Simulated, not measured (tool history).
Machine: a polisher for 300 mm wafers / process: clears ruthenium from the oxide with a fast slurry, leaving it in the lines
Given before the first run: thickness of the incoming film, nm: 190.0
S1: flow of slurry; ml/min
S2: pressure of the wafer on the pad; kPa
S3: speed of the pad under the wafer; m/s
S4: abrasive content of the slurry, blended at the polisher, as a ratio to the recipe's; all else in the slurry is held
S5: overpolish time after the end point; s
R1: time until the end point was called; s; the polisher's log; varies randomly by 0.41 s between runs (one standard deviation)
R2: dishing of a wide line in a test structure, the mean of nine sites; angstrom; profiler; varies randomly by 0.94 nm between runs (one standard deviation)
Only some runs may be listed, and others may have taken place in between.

{"run": 1, "hour": 0.0, "S1": 155, "S2": 19.3, "S3": 1.28, "S4": 1.0, "S5": 26, "R1": 32.454, "R2": 1040.9}
{"run": 2, "hour": 6.9, "S1": 145, "S2": 17.2, "S3": 1.28, "S4": 1.0, "S5": 26, "R1": 36.122, "R2": 941.21}
{"run": 3, "hour": 8.7, "S1": 140, "S2": 15.2, "S3": 1.28, "S4": 1.0, "S5": 27, "R1": 41.171, "R2": 903.17}
{"run": 4, "hour": 17.3, "S1": 140, "S2": 17.9, "S3": 1.28, "S4": 1.0, "S5": 27, "R1": 35.733, "R2": 1022.6}
{"run": 5, "hour": 20.9, "S1": 135, "S2": 15.9, "S3": 1.28, "S4": 1.0, "S5": 26, "R1": 39.852, "R2": 900.02}
{"run": 6, "hour": 23.7, "S1": 130, "S2": 14.5, "S3": 1.28, "S4": 1.0, "S5": 26, "R1": 44.852, "R2": 829.63}
{"run": 7, "hour": 30.3, "S1": 125, "S2": 14.5, "S3": 1.28, "S4": 1.0, "S5": 26, "R1": 44.456, "R2": 842.9}
{"run": 8, "hour": 34.1, "S1": 120, "S2": 14.5, "S3": 1.28, "S4": 1.0, "S5": 25, "R1": 44.709, "R2": 785.03}

Run 9 has not been measured yet. What should we expect?
{"hour": 38.2, "done": "head pressure recalibrated"}
{"run": 9, "hour": 38.2, "S1": 115, "S2": 14.5, "S3": 1.28, "S4": 1.0, "S5": 25, "R1": "?", "R2": "?"}

R1: 50.603 s
R2: 704.22 angstrom

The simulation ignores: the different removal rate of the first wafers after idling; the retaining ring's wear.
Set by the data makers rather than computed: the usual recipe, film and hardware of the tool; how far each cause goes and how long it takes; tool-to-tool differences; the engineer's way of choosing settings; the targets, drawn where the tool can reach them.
